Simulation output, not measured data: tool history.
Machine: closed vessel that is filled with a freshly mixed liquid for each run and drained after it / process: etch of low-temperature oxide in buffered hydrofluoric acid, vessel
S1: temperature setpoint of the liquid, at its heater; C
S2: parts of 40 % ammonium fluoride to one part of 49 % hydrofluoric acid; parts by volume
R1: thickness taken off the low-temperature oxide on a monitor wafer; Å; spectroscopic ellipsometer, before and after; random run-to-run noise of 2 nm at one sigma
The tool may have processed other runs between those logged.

run 1 hour=0 | S1=22 S2=10 time_in_the_liquid_(s)=90 | R1=4950.6
run 2 hour=0.8 | S1=21 S2=11 time_in_the_liquid_(s)=90 | R1=4454.6
run 3 hour=5 | S1=24.5 S2=11 time_in_the_liquid_(s)=90 | R1=5215.3
run 4 hour=7.5 | S1=24.5 S2=12 time_in_the_liquid_(s)=90 | R1=4901.5
-- hour=12.5 hydrofluoric acid flow meter replaced
run 5 hour=12.5 | S1=24.5 S2=15 time_in_the_liquid_(s)=90 | R1=3631.3
run 6 hour=17.2 | S1=21.5 S2=15 time_in_the_liquid_(s)=90 | R1=3002
run 7 hour=19.8 | S1=21 S2=15 time_in_the_liquid_(s)=90 | R1=2978.9
run 8 hour=22.5 | S1=20.5 S2=15 time_in_the_liquid_(s)=90 | R1=2903.5
run 9 hour=23.9 | S1=20.5 S2=15 time_in_the_liquid_(s)=90 | R1=2901.9
run 10 hour=28 | S1=20.5 S2=15 time_in_the_liquid_(s)=90 | R1=2863.1
run 11 hour=30.6 | S1=20 S2=15 time_in_the_liquid_(s)=90 | R1=2774.1
run 12 hour=38.2 | S1=19.5 S2=15 time_in_the_liquid_(s)=90 | R1=2686.4
run 13 hour=45 | S1=19.5 S2=15 time_in_the_liquid_(s)=90 | R1=2688.8

Predict the results of run 14:
run 14 hour=54 | S1=19 S2=15 time_in_the_liquid_(s)=90 | R1=?

{"run 14": {"R1": 2638.2}}
